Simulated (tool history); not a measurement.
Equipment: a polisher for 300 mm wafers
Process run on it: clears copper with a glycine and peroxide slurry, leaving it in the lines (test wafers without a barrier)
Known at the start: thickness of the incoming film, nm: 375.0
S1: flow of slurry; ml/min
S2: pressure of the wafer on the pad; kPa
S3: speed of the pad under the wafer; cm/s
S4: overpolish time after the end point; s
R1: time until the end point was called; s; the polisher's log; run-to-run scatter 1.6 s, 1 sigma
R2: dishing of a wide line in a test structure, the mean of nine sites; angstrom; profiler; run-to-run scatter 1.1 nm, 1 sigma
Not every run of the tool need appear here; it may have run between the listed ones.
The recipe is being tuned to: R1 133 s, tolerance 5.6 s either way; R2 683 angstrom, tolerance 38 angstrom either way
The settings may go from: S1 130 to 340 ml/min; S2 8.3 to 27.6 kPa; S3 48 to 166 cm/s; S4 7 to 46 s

| run | hour | S1 | S2 | S3 | S4 | R1 | R2 |
|---|---|---|---|---|---|---|---|
| 1 | 0 | 220 | 17.9 | 106 | 24 | 80.426 | 679.74 |
| 2 | 0.7 | 220 | 20.7 | 106 | 24 | 72.158 | 727.66 |
| 3 | 2.2 | 220 | 16.5 | 102 | 28 | 86.034 | 682.87 |
| 4 | 9 | 215 | 13.8 | 96 | 33 | 106.72 | 671.47 |
| 5 | 11.2 | 210 | 12.4 | 96 | 35 | 113.86 | 676.07 |
| 6 | 15.8 | 210 | 12.4 | 96 | 26 | 114.39 | 524.18 |
| 7 | 22.4 | 205 | 11.7 | 94 | 31 | 122.18 | 590.35 |
| 8 | 29.4 | 205 | 11.7 | 94 | 31 | 120.29 | 583.39 |
| 9 | 32.4 | 200 | 11 | 94 | 34 | 125.97 | 580.75 |
| 10 | 35.3 | 205 | 11 | 92 | 36 | 128.92 | 616.78 |
| 11 | 42 | 205 | 11 | 92 | 36 | 130.95 | 612.35 |
| 12 | 43.1 | 205 | 11 | 92 | 38 | 128.4 | 634.42 |

Exercise: of the 5 proposed moves below, exactly one satisfies all targets within the stated allowed misses. Which move is it?
| A | 44.2 | 225 | 10.3 | 94 | 42 | ? | ? |
| B | 44.2 | 220 | 9.7 | 102 | 33 | ? | ? |
| C | 44.2 | 200 | 12.4 | 86 | 33 | ? | ? |
| D | 44.2 | 205 | 9.7 | 104 | 32 | ? | ? |
| E | 44.2 | 140 | 11.7 | 96 | 31 | ? | ? |

| move | R1 | R2 |
|---|---|---|
| A | 131.66 | 658.43 |
| B | 131.45 | 550.75 |
| C | 123.93 | 590.76 |
| D | 130.77 | 539.99 |
| E | 125.46 | 553.71 |
A: in spec on every target
B: misses by more than the last run did
C: misses by more than the last run did
D: misses by more than the last run did
E: misses by more than the last run did
A is the move that brings every result within its allowed miss.
